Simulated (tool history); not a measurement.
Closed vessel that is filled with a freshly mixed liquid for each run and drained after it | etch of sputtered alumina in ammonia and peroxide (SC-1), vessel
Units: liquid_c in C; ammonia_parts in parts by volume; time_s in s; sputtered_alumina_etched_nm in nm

| run | hour | liquid_c | ammonia_parts | time_s | sputtered_alumina_etched_nm |
|---|---|---|---|---|---|
| 1 | 0 | 48 | 0.55 | 175 | 6.2743 |
| 2 | 8.4 | 45.5 | 0.55 | 175 | 5.5399 |
| 3 | 17.1 | 43.5 | 0.55 | 175 | 4.8718 |
| 4 | 24.2 | 41 | 0.55 | 175 | 4.2662 |
| 5 | 31.5 | 41 | 0.55 | 130 | 3.1501 |
| 6 | 40.5 | 41 | 0.45 | 130 | 3.0655 |

Forecast run 7:
| 7 | 41.7 | 46.5 | 0.45 | 130 | ? |

Run 7 gave sputtered_alumina_etched_nm 4.2318 nm.

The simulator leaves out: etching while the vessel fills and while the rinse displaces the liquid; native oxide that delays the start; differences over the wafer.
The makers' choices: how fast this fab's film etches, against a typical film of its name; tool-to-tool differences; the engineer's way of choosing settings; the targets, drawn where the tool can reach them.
